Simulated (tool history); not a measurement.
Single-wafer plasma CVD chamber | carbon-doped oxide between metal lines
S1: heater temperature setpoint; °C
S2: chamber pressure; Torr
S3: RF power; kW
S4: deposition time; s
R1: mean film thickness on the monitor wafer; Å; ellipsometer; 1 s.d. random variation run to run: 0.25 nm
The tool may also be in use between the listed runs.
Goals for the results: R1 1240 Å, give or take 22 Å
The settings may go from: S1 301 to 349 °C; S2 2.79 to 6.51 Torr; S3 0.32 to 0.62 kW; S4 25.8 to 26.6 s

run 1 hour=0 | S1=325 S2=4.65 S3=0.47 S4=25.8 | R1=1334.1
run 2 hour=6 | S1=325 S2=4.09 S3=0.47 S4=25.8 | R1=1303.3
run 3 hour=14.6 | S1=320 S2=4.09 S3=0.47 S4=25.8 | R1=1333.1
run 4 hour=15.6 | S1=328 S2=4.09 S3=0.47 S4=25.8 | R1=1291
run 5 hour=18.8 | S1=329 S2=4.06 S3=0.47 S4=25.8 | R1=1280.4
run 6 hour=25.2 | S1=329 S2=4.06 S3=0.52 S4=25.8 | R1=1409
run 7 hour=29.5 | S1=331 S2=3.94 S3=0.515 S4=25.8 | R1=1379
run 8 hour=32.2 | S1=332 S2=3.83 S3=0.515 S4=25.8 | R1=1369.7
run 9 hour=38.8 | S1=333 S2=3.74 S3=0.515 S4=25.8 | R1=1355
run 10 hour=39.5 | S1=334 S2=3.66 S3=0.515 S4=25.8 | R1=1341
run 11 hour=45.9 | S1=335 S2=3.6 S3=0.515 S4=25.8 | R1=1341.1
run 12 hour=53.4 | S1=336 S2=3.52 S3=0.515 S4=25.8 | R1=1326.6
run 13 hour=57 | S1=337 S2=3.46 S3=0.515 S4=25.8 | R1=1324.8
run 14 hour=58.7 | S1=338 S2=3.39 S3=0.515 S4=25.8 | R1=1312.3
run 15 hour=60.7 | S1=339 S2=3.34 S3=0.515 S4=25.8 | R1=1308
run 16 hour=67.3 | S1=339 S2=3.34 S3=0.515 S4=25.8 | R1=1307.1

Consider the 4 candidate settings below. Which is the only one whose results all fall within their allowed miss of target?
run A hour=73.9 | S1=338 S2=3.71 S3=0.495 S4=25.9 | R1=?
run B hour=73.9 | S1=340 S2=2.79 S3=0.495 S4=26 | R1=?
run C hour=73.9 | S1=340 S2=2.85 S3=0.54 S4=26.6 | R1=?
run D hour=73.9 | S1=349 S2=3.24 S3=0.53 S4=25.8 | R1=?

move=A R1=1288.5
move=B R1=1248.7
move=C R1=1382.4
move=D R1=1295.3
A: closes in on the targets versus the last run, not all within tolerance yet
B: each result inside its tolerance
C: moves away from the targets compared with the last run
D: closes in on the targets versus the last run, not all within tolerance yet
So the answer is move B, the one that meets all the targets.
